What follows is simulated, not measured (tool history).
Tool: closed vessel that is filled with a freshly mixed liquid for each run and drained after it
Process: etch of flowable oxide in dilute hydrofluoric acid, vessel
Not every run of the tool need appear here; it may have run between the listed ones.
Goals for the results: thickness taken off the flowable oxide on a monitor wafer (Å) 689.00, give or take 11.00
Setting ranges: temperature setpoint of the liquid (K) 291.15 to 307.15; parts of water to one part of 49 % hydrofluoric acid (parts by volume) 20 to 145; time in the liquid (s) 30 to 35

| run | hour | temperature setpoint of the liquid (K) | parts of water to one part of 49 % hydrofluoric acid (parts by volume) | time in the liquid (s) | thickness taken off the flowable oxide on a monitor wafer (Å) |
|---|---|---|---|---|---|
| 1 | 0.0 | 299.15 | 80 | 35 | 256.11 |
| 2 | 1.6 | 301.65 | 80 | 35 | 281.82 |
| 3 | 5.4 | 298.15 | 80 | 35 | 247.62 |
| 4 | 12.7 | 298.15 | 80 | 30 | 209.63 |
| 5 | 14.1 | 298.15 | 105 | 30 | 155.34 |
| 6 | 17.8 | 298.15 | 90 | 30 | 184.46 |
| 7 | 25.7 | 300.15 | 75 | 30 | 242.99 |
| 8 | 32.9 | 301.65 | 65 | 30 | 305.02 |

Of the 4 settings listed for the next run, only one would bring every result within its allowed miss of target. Which one?
| A | 40.1 | 304.15 | 40 | 35 | ? |
| B | 40.1 | 297.65 | 30 | 35 | ? |
| C | 40.1 | 302.65 | 35 | 35 | ? |
| D | 40.1 | 299.65 | 25 | 35 | ? |

| move | thickness taken off the flowable oxide on a monitor wafer (Å) |
|---|---|
| A | 668.44 |
| B | 695.19 |
| C | 725.52 |
| D | 912.78 |
A: nearer the targets than the last run, but a result is still out of spec
B: every result lands within tolerance
C: takes the result that was furthest off past its target
D: takes the result that was furthest off past its target
Go with B: it meets all targets.

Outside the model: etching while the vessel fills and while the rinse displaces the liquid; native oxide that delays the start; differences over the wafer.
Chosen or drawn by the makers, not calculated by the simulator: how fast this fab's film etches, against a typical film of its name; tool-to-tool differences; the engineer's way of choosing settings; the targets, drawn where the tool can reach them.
